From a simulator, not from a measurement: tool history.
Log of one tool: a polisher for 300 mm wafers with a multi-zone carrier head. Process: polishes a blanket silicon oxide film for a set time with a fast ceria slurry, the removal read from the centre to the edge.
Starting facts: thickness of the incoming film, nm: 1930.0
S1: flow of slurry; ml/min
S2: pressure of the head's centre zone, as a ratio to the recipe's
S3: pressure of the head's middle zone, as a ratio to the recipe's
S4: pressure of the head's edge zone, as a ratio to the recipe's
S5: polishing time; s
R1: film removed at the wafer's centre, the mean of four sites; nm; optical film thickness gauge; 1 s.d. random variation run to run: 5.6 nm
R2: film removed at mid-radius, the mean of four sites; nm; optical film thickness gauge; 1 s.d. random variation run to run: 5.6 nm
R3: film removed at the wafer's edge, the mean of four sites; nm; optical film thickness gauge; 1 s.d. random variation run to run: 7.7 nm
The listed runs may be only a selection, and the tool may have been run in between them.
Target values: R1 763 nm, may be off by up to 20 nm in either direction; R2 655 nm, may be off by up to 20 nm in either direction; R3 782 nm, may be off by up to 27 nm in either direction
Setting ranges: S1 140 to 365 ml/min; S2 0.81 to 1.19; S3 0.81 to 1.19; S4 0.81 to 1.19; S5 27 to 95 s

run	day	S1	S2	S3	S4	S5	R1	R2	R3
1	0	235	1	1	1	61	549.27	521.96	546.43
2	0.029	285	1	1	1	61	555.08	536.23	549.18
3	0.05	235	1	1	1	61	548.05	535.51	546.52
4	0.292	235	1.01	0.98	1.03	64	593.82	552.05	585.81
5	0.317	230	1.01	0.97	1.05	66	589.85	555.88	610.55
6	0.408	230	1.01	0.97	1.05	73	664.87	614.13	664.27
7	0.608	230	1.02	0.96	1.07	74	674.6	621.87	693.83
8	0.846	230	1.04	0.96	1.09	74	704.04	624.43	684.48
9	1.192	285	1	0.88	1.19	80	736.01	642.89	793.79
10	1.429	290	1.01	0.88	1.19	80	743.81	639.16	790.7
11	1.575	290	1.01	0.89	1.19	80	745.34	649.59	806.8

4 candidate next runs follow, results not yet known. Just one meets every target within its allowed miss. Identify it.
A	1.721	255	1.05	0.92	1.19	80	?	?	?
B	1.721	290	1.01	0.92	1.06	84	?	?	?
C	1.721	295	1	0.92	1.18	78	?	?	?
D	1.721	320	0.97	0.89	1.17	81	?	?	?

move	R1	R2	R3
A	770.93	662.34	772.04
B	786.98	702.59	778.81
C	724.5	653.18	756.39
D	734.3	663.92	786.53
A: meets every target
B: the worst result of the last run now meets its target, but another is out of spec
C: the worst result of the last run now meets its target, but another is out of spec
D: the worst result of the last run now meets its target, but another is out of spec
A meets every target.
